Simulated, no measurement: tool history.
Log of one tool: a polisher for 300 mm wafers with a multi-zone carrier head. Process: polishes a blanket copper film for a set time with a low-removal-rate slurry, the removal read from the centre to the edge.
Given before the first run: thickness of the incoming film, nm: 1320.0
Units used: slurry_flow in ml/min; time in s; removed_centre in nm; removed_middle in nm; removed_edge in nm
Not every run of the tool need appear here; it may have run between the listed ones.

run,hour,slurry_flow,centre_zone,middle_zone,edge_zone,slurry_solids,time,removed_centre,removed_middle,removed_edge
1,0,135,1,1,1,1,58,277.74,275.87,272.7
2,1.7,135,1,1.06,1,1,58,284.08,285.43,276.5
3,4.8,135,0.95,1.06,1,1,58,268.26,289.32,276.02
4,11.1,145,0.97,1.07,1.01,1,58,279.89,305.12,278.82
5,19.4,145,0.97,1.03,1.01,1,58,273.91,284.57,278.2
6,27.3,145,0.97,0.98,1.01,1,58,282.66,277.51,279.45
7,30.3,155,0.98,0.99,1.02,1.05,58,282.62,295.21,288.65

What does the tool deliver on the next run?
8,32.8,160,1.01,0.99,1.02,1.05,58,?,?,?

removed_centre: 299.88 nm
removed_middle: 287.51 nm
removed_edge: 290.76 nm
